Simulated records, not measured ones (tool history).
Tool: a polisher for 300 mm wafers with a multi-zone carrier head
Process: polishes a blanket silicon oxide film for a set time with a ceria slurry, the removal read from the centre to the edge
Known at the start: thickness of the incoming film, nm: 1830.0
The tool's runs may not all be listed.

run  hour  flow of slurry (ml/min)  pressure of the head's centre zone  pressure of the head's middle zone  pressure of the head's edge zone  polishing time (s)  film removed at the wafer's centre (Å)  film removed at mid-radius (Å)  film removed at the wafer's edge (Å)
  1   0.0                      245                                1.00                                1.00                              1.00                  89                                  4208.6                          4190.8                                4298.2
  2   4.3                      245                                1.01                                0.97                              0.97                  80                                  3806.8                          3679.8                                3618.7
  3  11.3                      245                                1.01                                0.97                              0.89                  80                                  3857.4                          3588.3                                3489.9
  4  14.9                      225                                1.01                                0.94                              0.91                  74                                  3536.4                          3208.6                                3320.0
  5  19.8                      230                                1.01                                0.92                              0.90                  69                                  3279.0                          2958.1                                3084.5
  6  27.4                      230                                1.01                                0.90                              0.89                  66                                  3132.7                          2796.1                                2964.5
  7  34.9                      230                                1.01                                0.88                              0.88                  63                                  2972.4                          2691.4                                2776.5
  8  36.8                      215                                1.02                                0.87                              0.87                  61                                  2882.3                          2496.5                                2684.9

The next listed run, before its measurement:
  9  42.2                      185                                1.03                                0.84                              0.81                  55                                       ?                               ?                                     ?

Run 9 gave film removed at the wafer's centre (Å) 2556.8, film removed at mid-radius (Å) 2111.4, film removed at the wafer's edge (Å) 2339.7.

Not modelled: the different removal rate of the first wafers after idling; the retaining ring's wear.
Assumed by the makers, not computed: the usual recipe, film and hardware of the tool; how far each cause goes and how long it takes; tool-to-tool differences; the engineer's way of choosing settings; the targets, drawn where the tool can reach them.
